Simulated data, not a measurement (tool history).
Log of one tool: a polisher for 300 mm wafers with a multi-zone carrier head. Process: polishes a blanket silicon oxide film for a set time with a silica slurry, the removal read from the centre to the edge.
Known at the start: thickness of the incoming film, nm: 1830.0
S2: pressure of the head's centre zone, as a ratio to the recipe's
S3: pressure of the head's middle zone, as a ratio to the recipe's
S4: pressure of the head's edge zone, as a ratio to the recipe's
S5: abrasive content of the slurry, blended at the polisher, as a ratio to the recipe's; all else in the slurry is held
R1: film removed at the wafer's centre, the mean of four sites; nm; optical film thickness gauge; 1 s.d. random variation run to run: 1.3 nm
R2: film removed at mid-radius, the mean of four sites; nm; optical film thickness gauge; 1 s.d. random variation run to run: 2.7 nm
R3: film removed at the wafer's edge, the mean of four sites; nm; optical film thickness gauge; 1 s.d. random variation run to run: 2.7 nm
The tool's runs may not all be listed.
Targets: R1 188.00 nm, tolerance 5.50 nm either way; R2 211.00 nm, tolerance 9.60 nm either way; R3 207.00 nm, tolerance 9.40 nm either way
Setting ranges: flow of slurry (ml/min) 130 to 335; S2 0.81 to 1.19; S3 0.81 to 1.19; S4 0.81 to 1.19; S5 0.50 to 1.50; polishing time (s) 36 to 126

run 1 hour=0.0 | flow_of_slurry_(ml/min)=215 S2=1.00 S3=1.00 S4=1.00 S5=1.00 polishing_time_(s)=81 | R1=254.06 R2=251.76 R3=247.59
run 2 hour=6.7 | flow_of_slurry_(ml/min)=210 S2=0.96 S3=0.99 S4=0.97 S5=0.95 polishing_time_(s)=81 | R1=234.41 R2=245.27 R3=240.20
run 3 hour=7.9 | flow_of_slurry_(ml/min)=210 S2=0.96 S3=0.99 S4=0.97 S5=1.10 polishing_time_(s)=81 | R1=252.16 R2=259.08 R3=261.05
run 4 hour=10.6 | flow_of_slurry_(ml/min)=210 S2=0.96 S3=0.99 S4=0.97 S5=1.20 polishing_time_(s)=81 | R1=265.53 R2=278.66 R3=276.45
run 5 hour=16.8 | flow_of_slurry_(ml/min)=210 S2=0.96 S3=1.04 S4=0.97 S5=1.20 polishing_time_(s)=81 | R1=263.36 R2=280.47 R3=267.43
run 6 hour=20.3 | flow_of_slurry_(ml/min)=205 S2=0.94 S3=1.03 S4=0.97 S5=1.10 polishing_time_(s)=81 | R1=249.68 R2=274.42 R3=260.07
run 7 hour=21.4 | flow_of_slurry_(ml/min)=205 S2=0.93 S3=1.01 S4=0.96 S5=1.00 polishing_time_(s)=81 | R1=230.43 R2=251.31 R3=243.76
run 8 hour=30.0 | flow_of_slurry_(ml/min)=205 S2=0.92 S3=1.00 S4=0.94 S5=0.95 polishing_time_(s)=81 | R1=224.83 R2=240.64 R3=237.74
run 9 hour=34.7 | flow_of_slurry_(ml/min)=200 S2=0.90 S3=1.00 S4=0.92 S5=0.90 polishing_time_(s)=81 | R1=210.76 R2=231.60 R3=228.92
run 10 hour=37.4 | flow_of_slurry_(ml/min)=195 S2=0.89 S3=1.00 S4=0.90 S5=0.85 polishing_time_(s)=81 | R1=201.74 R2=232.73 R3=215.47
run 11 hour=39.1 | flow_of_slurry_(ml/min)=190 S2=0.88 S3=0.98 S4=0.89 S5=0.85 polishing_time_(s)=81 | R1=196.93 R2=222.21 R3=220.68
run 12 hour=45.4 | flow_of_slurry_(ml/min)=185 S2=0.88 S3=0.98 S4=0.88 S5=0.85 polishing_time_(s)=81 | R1=198.56 R2=221.51 R3=213.46
run 13 hour=52.2 | flow_of_slurry_(ml/min)=180 S2=0.87 S3=0.97 S4=0.88 S5=0.85 polishing_time_(s)=81 | R1=191.44 R2=214.24 R3=212.94

Next run, 5 choices. One meets every target within its allowed miss, the rest don't. Which?
run A hour=59.0 | flow_of_slurry_(ml/min)=210 S2=0.86 S3=1.05 S4=0.83 S5=1.05 polishing_time_(s)=70 | R1=? R2=? R3=?
run B hour=59.0 | flow_of_slurry_(ml/min)=210 S2=0.85 S3=0.87 S4=0.91 S5=0.85 polishing_time_(s)=84 | R1=? R2=? R3=?
run C hour=59.0 | flow_of_slurry_(ml/min)=210 S2=1.01 S3=0.99 S4=0.91 S5=0.85 polishing_time_(s)=71 | R1=? R2=? R3=?
run D hour=59.0 | flow_of_slurry_(ml/min)=165 S2=0.83 S3=0.89 S4=0.92 S5=0.90 polishing_time_(s)=84 | R1=? R2=? R3=?
run E hour=59.0 | flow_of_slurry_(ml/min)=130 S2=0.94 S3=1.05 S4=1.00 S5=0.80 polishing_time_(s)=82 | R1=? R2=? R3=?

move=A R1=188.62 R2=233.17 R3=207.54
move=B R1=198.77 R2=212.65 R3=229.35
move=C R1=200.09 R2=200.02 R3=193.54
move=D R1=192.28 R2=215.65 R3=231.40
move=E R1=187.97 R2=214.56 R3=209.20
A: puts the biggest miss on target and leaves a different result outside tolerance
B: the biggest miss grows against the last run
C: the result that was furthest off in the last run now lies on the other side of its target
D: the biggest miss grows against the last run
E: every result lands within tolerance
Answer: E

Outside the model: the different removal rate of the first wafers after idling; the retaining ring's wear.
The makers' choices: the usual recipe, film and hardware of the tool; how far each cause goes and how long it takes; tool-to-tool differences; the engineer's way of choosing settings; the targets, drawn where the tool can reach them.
